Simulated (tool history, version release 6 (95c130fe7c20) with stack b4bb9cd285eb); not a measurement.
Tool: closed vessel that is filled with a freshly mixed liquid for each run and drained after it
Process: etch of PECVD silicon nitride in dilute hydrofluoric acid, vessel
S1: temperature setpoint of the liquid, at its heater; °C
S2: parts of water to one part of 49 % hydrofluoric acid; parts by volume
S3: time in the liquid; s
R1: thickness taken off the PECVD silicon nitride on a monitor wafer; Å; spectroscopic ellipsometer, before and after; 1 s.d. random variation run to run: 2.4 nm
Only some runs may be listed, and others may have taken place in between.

run 1 hour=0 | S1=24 S2=95 S3=2280 | R1=880.18
run 2 hour=0.9 | S1=25 S2=85 S3=2280 | R1=1048.4
run 3 hour=7.8 | S1=26 S2=80 S3=2280 | R1=1177.4
run 4 hour=14.3 | S1=26.5 S2=75 S3=2280 | R1=1294.4
run 5 hour=23 | S1=27 S2=70 S3=2280 | R1=1434.6
-- hour=26.2 thermometer replaced
run 6 hour=26.2 | S1=27.5 S2=65 S3=2280 | R1=1421.1

Run 7 comes next. What will it give?
run 7 hour=27.9 | S1=28 S2=60 S3=2300 | R1=?

For run 7 the tool returned R1 1597.2 Å.
